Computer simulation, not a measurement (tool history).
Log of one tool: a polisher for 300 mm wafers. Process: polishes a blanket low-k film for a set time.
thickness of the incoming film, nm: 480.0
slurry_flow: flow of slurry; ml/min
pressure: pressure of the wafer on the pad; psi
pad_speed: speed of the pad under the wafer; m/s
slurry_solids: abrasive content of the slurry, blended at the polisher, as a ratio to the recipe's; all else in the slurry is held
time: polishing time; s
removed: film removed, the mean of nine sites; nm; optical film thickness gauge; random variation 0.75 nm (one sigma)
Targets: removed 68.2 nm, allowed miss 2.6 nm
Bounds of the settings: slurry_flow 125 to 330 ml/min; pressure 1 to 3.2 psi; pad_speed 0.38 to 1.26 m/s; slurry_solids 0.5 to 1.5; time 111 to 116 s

run	day	slurry_flow	pressure	pad_speed	slurry_solids	time	removed
1	0	210	2.1	0.82	1	111	49.698
2	0.267	210	2.1	0.64	1	111	40.265
3	0.325	210	2.1	0.64	0.85	111	37.085
4	0.646	210	2.3	0.66	0.85	111	41.62
5	0.938	175	2.3	0.66	0.85	111	41.299
6	1.225	175	2.3	0.66	0.85	111	41.228
7	1.35	175	2.5	0.68	0.85	111	46.614
8	1.683	175	2.5	0.68	0.85	111	45.349
9	1.858	175	2.6	0.7	0.85	111	48.665
10	2	175	2.7	0.72	0.85	111	51.185
11	2.233	175	2.8	0.74	0.85	111	54.407
12	2.321	175	2.8	0.74	0.85	111	53.843
13	2.471	175	2.9	0.76	0.85	111	58.083
14	2.808	175	3	0.76	0.85	111	58.979
15	2.85	175	3	0.78	0.85	111	60.422
16	2.929	175	3	0.8	0.85	111	61.809
17	3.083	175	3	0.8	0.85	111	61.343
18	3.371	175	3.1	0.82	0.85	111	64.82

4 next moves are on the table. One of them brings every result within its allowed miss. Which?
A	3.658	195	3.2	0.68	0.95	113	?
B	3.658	195	3.2	0.76	0.95	112	?
C	3.658	190	3	0.8	0.9	111	?
D	3.658	190	2.9	0.8	0.8	115	?

move	removed
A	62.954
B	68.203
C	64.4
D	60.926
A: further off than the last run
B: meets every target
C: further off than the last run
D: further off than the last run
Move B is the one to make.
